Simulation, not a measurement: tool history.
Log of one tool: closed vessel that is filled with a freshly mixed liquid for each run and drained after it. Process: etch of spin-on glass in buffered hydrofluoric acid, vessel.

| run | hour | temperature setpoint of the liquid (K) | parts of 40 % ammonium fluoride to one part of 49 % hydrofluoric acid (parts by volume) | time in the liquid (s) | thickness taken off the spin-on glass on a monitor wafer (nm) |
|---|---|---|---|---|---|
| 1 | 0.0 | 295.15 | 12.5 | 90 | 240.89 |
| 2 | 6.0 | 293.65 | 12.5 | 90 | 220.80 |
| 3 | 7.7 | 293.65 | 12.5 | 90 | 220.49 |
| 4 | 10.7 | 292.65 | 13.0 | 90 | 200.10 |
| 5 | 12.8 | 292.15 | 13.5 | 90 | 189.11 |
| 6 | 18.3 | 291.65 | 14.0 | 90 | 175.59 |
| 7 | 21.2 | 291.15 | 14.5 | 90 | 164.47 |
| 8 | 23.8 | 290.65 | 14.5 | 90 | 160.01 |

Run 9 comes next. What will it give?
| 9 | 31.1 | 290.15 | 15.0 | 90 | ? |

Run 9 gave thickness taken off the spin-on glass on a monitor wafer (nm) 149.62.

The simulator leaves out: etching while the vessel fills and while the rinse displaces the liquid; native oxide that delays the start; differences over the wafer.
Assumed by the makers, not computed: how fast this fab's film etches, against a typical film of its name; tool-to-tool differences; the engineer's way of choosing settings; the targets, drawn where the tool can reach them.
